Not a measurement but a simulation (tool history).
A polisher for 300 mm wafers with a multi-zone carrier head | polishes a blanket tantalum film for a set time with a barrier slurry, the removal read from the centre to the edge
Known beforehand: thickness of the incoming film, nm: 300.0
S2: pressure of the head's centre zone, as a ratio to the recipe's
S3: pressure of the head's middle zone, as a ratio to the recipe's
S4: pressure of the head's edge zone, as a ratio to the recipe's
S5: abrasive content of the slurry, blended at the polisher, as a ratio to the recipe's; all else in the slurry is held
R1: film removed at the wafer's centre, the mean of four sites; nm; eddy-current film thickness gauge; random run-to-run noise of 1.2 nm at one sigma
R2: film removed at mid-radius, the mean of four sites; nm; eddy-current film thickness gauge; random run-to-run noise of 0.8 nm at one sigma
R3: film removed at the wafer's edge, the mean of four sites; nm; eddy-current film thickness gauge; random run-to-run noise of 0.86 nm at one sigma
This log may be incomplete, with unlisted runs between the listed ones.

Run 1, hour 0.0: flow of slurry (ml/min) 250, S2 1.00, S3 1.00, S4 1.00, S5 1.00, polishing time (s) 69. Result: R1 76.763 nm, R2 76.025 nm, R3 74.714 nm.
Run 2, hour 4.2: flow of slurry (ml/min) 250, S2 0.99, S3 1.00, S4 1.02, S5 1.05, polishing time (s) 70. Result: R1 77.117 nm, R2 78.167 nm, R3 77.692 nm.
Run 3, hour 9.3: flow of slurry (ml/min) 250, S2 0.99, S3 1.00, S4 0.97, S5 1.05, polishing time (s) 70. Result: R1 79.645 nm, R2 77.369 nm, R3 75.419 nm.
Run 4, hour 15.9: flow of slurry (ml/min) 250, S2 0.99, S3 1.00, S4 0.97, S5 1.15, polishing time (s) 70. Result: R1 80.196 nm, R2 78.892 nm, R3 78.203 nm.
Run 5, hour 16.6: flow of slurry (ml/min) 255, S2 0.99, S3 1.01, S4 0.99, S5 1.20, polishing time (s) 71. Result: R1 83.789 nm, R2 84.434 nm, R3 80.738 nm.
Run 6, hour 18.2: flow of slurry (ml/min) 255, S2 0.99, S3 1.01, S4 0.99, S5 1.20, polishing time (s) 78. Result: R1 91.149 nm, R2 91.559 nm, R3 88.996 nm.

Run 7, settings as shown, results not yet in. Your forecast:
Run 7, hour 23.9: flow of slurry (ml/min) 260, S2 0.99, S3 1.01, S4 1.01, S5 1.25, polishing time (s) 78. Result: R1 ?, R2 ?, R3 ?.

{"run 7": {"R1": 90.226, "R2": 92.528, "R3": 90.149}}

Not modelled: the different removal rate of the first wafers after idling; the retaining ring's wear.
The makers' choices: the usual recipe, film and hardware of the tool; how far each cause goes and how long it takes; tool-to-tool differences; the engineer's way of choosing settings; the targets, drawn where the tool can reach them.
